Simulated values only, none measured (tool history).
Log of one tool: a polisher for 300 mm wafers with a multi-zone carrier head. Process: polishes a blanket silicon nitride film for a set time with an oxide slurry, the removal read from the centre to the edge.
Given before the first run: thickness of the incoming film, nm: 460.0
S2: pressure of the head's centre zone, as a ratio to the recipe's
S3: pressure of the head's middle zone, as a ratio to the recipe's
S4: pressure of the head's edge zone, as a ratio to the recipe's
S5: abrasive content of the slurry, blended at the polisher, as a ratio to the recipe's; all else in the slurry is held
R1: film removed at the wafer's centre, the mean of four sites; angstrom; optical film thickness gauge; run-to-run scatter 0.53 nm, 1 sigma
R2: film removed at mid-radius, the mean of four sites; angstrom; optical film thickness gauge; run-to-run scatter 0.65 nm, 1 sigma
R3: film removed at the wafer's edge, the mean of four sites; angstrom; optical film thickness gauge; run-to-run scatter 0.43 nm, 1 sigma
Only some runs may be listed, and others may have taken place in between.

run 1 hour=0 | flow_of_slurry_(ml/min)=135 S2=1 S3=1 S4=1 S5=1 polishing_time_(s)=70 | R1=620.77 R2=589.45 R3=609.23
run 2 hour=3.1 | flow_of_slurry_(ml/min)=130 S2=1 S3=1.01 S4=0.97 S5=1 polishing_time_(s)=70 | R1=603.14 R2=584.85 R3=600.65
run 3 hour=8.6 | flow_of_slurry_(ml/min)=130 S2=1.01 S3=1.02 S4=0.95 S5=0.95 polishing_time_(s)=70 | R1=594.21 R2=577.12 R3=572.02
run 4 hour=15.4 | flow_of_slurry_(ml/min)=125 S2=1.01 S3=1.02 S4=0.93 S5=0.95 polishing_time_(s)=70 | R1=583.54 R2=579.31 R3=570.7
run 5 hour=22.8 | flow_of_slurry_(ml/min)=125 S2=1.01 S3=1.02 S4=0.93 S5=0.95 polishing_time_(s)=78 | R1=661.71 R2=652.64 R3=635.33
run 6 hour=27.4 | flow_of_slurry_(ml/min)=125 S2=1.01 S3=1.02 S4=0.92 S5=0.9 polishing_time_(s)=78 | R1=649.66 R2=635.31 R3=610.48
run 7 hour=35.8 | flow_of_slurry_(ml/min)=125 S2=1.01 S3=1.02 S4=0.92 S5=0.9 polishing_time_(s)=78 | R1=638.5 R2=636.39 R3=621.65

Run 8 comes next. What will it give?
run 8 hour=42.6 | flow_of_slurry_(ml/min)=125 S2=1.02 S3=1.02 S4=0.91 S5=0.85 polishing_time_(s)=78 | R1=? R2=? R3=?

R1: 638.91 angstrom
R2: 618.78 angstrom
R3: 609.49 angstrom

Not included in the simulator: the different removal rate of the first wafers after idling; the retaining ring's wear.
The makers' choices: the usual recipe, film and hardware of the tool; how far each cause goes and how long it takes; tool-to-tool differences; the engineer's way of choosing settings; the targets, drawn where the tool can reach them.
